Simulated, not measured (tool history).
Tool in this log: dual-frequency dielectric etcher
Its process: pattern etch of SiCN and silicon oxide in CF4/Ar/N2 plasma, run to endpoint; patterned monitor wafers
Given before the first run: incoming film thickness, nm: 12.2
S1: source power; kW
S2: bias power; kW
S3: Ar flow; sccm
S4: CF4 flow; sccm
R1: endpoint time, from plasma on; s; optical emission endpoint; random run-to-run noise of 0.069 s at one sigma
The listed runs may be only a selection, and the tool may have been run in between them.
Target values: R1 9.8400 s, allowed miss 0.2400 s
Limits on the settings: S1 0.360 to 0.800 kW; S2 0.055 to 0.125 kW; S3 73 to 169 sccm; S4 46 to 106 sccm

Run 1, hour 0.0: S1 0.580 kW, S2 0.090 kW, S3 121 sccm, S4 76 sccm. Result: R1 10.7800 s.
Run 2, hour 7.2: S1 0.580 kW, S2 0.090 kW, S3 113 sccm, S4 76 sccm. Result: R1 10.7710 s.
Run 3, hour 14.6: S1 0.580 kW, S2 0.090 kW, S3 113 sccm, S4 66 sccm. Result: R1 10.9320 s.
Run 4, hour 22.1: S1 0.580 kW, S2 0.090 kW, S3 113 sccm, S4 57 sccm. Result: R1 11.1020 s.
Run 5, hour 25.4: S1 0.600 kW, S2 0.090 kW, S3 113 sccm, S4 57 sccm. Result: R1 10.9320 s.
Run 6, hour 32.1: S1 0.620 kW, S2 0.090 kW, S3 113 sccm, S4 57 sccm. Result: R1 10.5950 s.
Run 7, hour 38.3: S1 0.630 kW, S2 0.090 kW, S3 113 sccm, S4 57 sccm. Result: R1 10.3450 s.
Run 8, hour 39.4: S1 0.640 kW, S2 0.090 kW, S3 113 sccm, S4 57 sccm. Result: R1 10.4220 s.

Of the 5 settings listed for the next run, only one would bring every result within its allowed miss of target. Which one?
Run A, hour 40.5: S1 0.760 kW, S2 0.083 kW, S3 125 sccm, S4 65 sccm. Result: R1 ?.
Run B, hour 40.5: S1 0.720 kW, S2 0.085 kW, S3 115 sccm, S4 83 sccm. Result: R1 ?.
Run C, hour 40.5: S1 0.650 kW, S2 0.120 kW, S3 128 sccm, S4 58 sccm. Result: R1 ?.
Run D, hour 40.5: S1 0.700 kW, S2 0.085 kW, S3 107 sccm, S4 57 sccm. Result: R1 ?.
Run E, hour 40.5: S1 0.700 kW, S2 0.099 kW, S3 111 sccm, S4 63 sccm. Result: R1 ?.

move      R1
   A  9.3355
   B  9.2768
   C  9.2829
   D  9.7693
   E  9.2191
A: moves the result that the last run missed by most past its target, out the other side
B: moves the result that the last run missed by most past its target, out the other side
C: moves the result that the last run missed by most past its target, out the other side
D: all results land within tolerance of their targets
E: moves the result that the last run missed by most past its target, out the other side
Move D is the one to make.
